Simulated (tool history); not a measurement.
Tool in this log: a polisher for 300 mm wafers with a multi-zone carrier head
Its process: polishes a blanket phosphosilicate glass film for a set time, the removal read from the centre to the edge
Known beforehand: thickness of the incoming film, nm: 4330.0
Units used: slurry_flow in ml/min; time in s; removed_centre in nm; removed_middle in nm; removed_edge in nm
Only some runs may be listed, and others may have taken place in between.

run  hour  slurry_flow  centre_zone  middle_zone  edge_zone  slurry_solids  time  removed_centre  removed_middle  removed_edge
  1     0          230            1            1          1              1    43          551.85          572.34        541.61
  2   2.4          230         0.91            1          1              1    43          503.03          574.55        551.79
  3   7.6          230         0.91            1       1.08              1    43          526.94          566.03        586.06
  4   8.4          225         0.91         0.97       1.06           0.95    43          496.37          539.18         566.5
  5  10.2          220         0.93         0.95       1.04           0.95    43           506.6          524.46        545.21
  6  14.2          210         0.93         0.94       1.03           0.95    43          497.85          528.02         548.9
  7  21.9          210         0.94         0.92       1.02           0.95    43           501.8          509.35        536.86

For run 8, what comes out?
  8  22.6          205         0.94         0.91       1.01           0.95    43               ?               ?             ?

Run 8 came out at removed_centre 506.25 nm, removed_middle 503.36 nm, removed_edge 544.16 nm.
